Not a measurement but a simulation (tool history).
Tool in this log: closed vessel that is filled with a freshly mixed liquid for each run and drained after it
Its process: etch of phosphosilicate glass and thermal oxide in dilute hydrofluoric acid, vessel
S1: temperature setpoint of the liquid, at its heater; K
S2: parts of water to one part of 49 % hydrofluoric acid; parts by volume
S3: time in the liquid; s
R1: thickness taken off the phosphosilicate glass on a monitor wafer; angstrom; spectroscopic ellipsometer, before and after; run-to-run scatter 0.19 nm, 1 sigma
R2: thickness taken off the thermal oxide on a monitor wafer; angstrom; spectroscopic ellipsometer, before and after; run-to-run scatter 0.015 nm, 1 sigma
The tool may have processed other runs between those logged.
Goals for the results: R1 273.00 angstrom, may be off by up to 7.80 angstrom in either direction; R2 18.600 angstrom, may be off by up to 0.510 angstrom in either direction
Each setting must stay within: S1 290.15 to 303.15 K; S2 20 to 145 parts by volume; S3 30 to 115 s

Run 1, hour 0.0: S1 295.15 K, S2 80 parts by volume, S3 60 s. Result: R1 494.22 angstrom, R2 33.451 angstrom.
Run 2, hour 5.4: S1 295.15 K, S2 80 parts by volume, S3 35 s. Result: R1 288.72 angstrom, R2 19.755 angstrom.
Run 3, hour 12.7: S1 294.65 K, S2 80 parts by volume, S3 35 s. Result: R1 282.64 angstrom, R2 19.291 angstrom.
Run 4, hour 20.8: S1 294.65 K, S2 80 parts by volume, S3 55 s. Result: R1 448.67 angstrom, R2 30.778 angstrom.
Run 5, hour 23.6: S1 297.15 K, S2 80 parts by volume, S3 55 s. Result: R1 495.31 angstrom, R2 33.251 angstrom.
Run 6, hour 29.7: S1 297.15 K, S2 80 parts by volume, S3 35 s. Result: R1 312.84 angstrom, R2 21.248 angstrom.
Run 7, hour 35.8: S1 296.15 K, S2 80 parts by volume, S3 35 s. Result: R1 298.34 angstrom, R2 20.252 angstrom.
Run 8, hour 43.9: S1 295.65 K, S2 80 parts by volume, S3 35 s. Result: R1 298.26 angstrom, R2 20.167 angstrom.

Which single option among these 4 for the next run brings every result within its allowed miss of target? Just one does.
Run A, hour 52.0: S1 290.65 K, S2 75 parts by volume, S3 40 s. Result: R1 ?, R2 ?.
Run B, hour 52.0: S1 294.15 K, S2 75 parts by volume, S3 35 s. Result: R1 ?, R2 ?.
Run C, hour 52.0: S1 292.15 K, S2 95 parts by volume, S3 45 s. Result: R1 ?, R2 ?.
Run D, hour 52.0: S1 295.65 K, S2 80 parts by volume, S3 30 s. Result: R1 ?, R2 ?.

move      R1      R2
   A  292.87  20.286
   B  296.86  20.562
   C  271.07  18.776
   D  252.18  17.467
A: no nearer and no further than the last run
B: moves away from the targets compared with the last run
C: every result lands within tolerance
D: the result that was furthest off in the last run now lies on the other side of its target
C is the move that brings every result within its allowed miss.
